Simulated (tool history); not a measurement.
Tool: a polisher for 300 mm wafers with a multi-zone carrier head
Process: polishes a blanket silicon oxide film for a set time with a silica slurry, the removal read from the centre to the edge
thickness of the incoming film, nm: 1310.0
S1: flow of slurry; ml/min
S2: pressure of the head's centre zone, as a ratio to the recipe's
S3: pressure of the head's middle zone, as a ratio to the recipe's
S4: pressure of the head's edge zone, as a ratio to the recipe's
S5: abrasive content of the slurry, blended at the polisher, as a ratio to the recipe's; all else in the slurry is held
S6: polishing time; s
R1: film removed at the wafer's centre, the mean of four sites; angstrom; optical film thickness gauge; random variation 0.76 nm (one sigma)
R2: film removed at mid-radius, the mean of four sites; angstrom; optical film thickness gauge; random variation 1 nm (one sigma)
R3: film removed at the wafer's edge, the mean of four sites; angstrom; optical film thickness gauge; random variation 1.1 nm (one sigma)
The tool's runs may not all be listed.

Run 1, day 0.000: S1 125 ml/min, S2 1.00, S3 1.00, S4 1.00, S5 1.00, S6 37 s. Result: R1 1253.90 angstrom, R2 1264.80 angstrom, R3 1233.00 angstrom.
Run 2, day 0.092: S1 120 ml/min, S2 0.98, S3 1.01, S4 0.95, S5 0.85, S6 36 s. Result: R1 1065.00 angstrom, R2 1103.10 angstrom, R3 1047.00 angstrom.
Run 3, day 0.446: S1 90 ml/min, S2 0.98, S3 1.01, S4 0.95, S5 0.85, S6 36 s. Result: R1 959.64 angstrom, R2 1029.50 angstrom, R3 1024.20 angstrom.
Run 4, day 0.588: S1 110 ml/min, S2 0.98, S3 1.01, S4 0.95, S5 0.85, S6 36 s. Result: R1 1020.30 angstrom, R2 1063.50 angstrom, R3 1048.80 angstrom.
Run 5, day 0.700: S1 115 ml/min, S2 0.98, S3 1.04, S4 0.91, S5 0.75, S6 36 s. Result: R1 939.93 angstrom, R2 989.47 angstrom, R3 920.26 angstrom.
Run 6, day 0.858: S1 140 ml/min, S2 0.98, S3 1.04, S4 0.91, S5 0.75, S6 36 s. Result: R1 976.21 angstrom, R2 1034.40 angstrom, R3 958.09 angstrom.

Run 7 comes next. What will it give?
Run 7, day 1.208: S1 130 ml/min, S2 0.98, S3 1.06, S4 0.88, S5 0.75, S6 36 s. Result: R1 ?, R2 ?, R3 ?.

Run 7 gave R1 962.04 angstrom, R2 1051.10 angstrom, R3 952.13 angstrom.
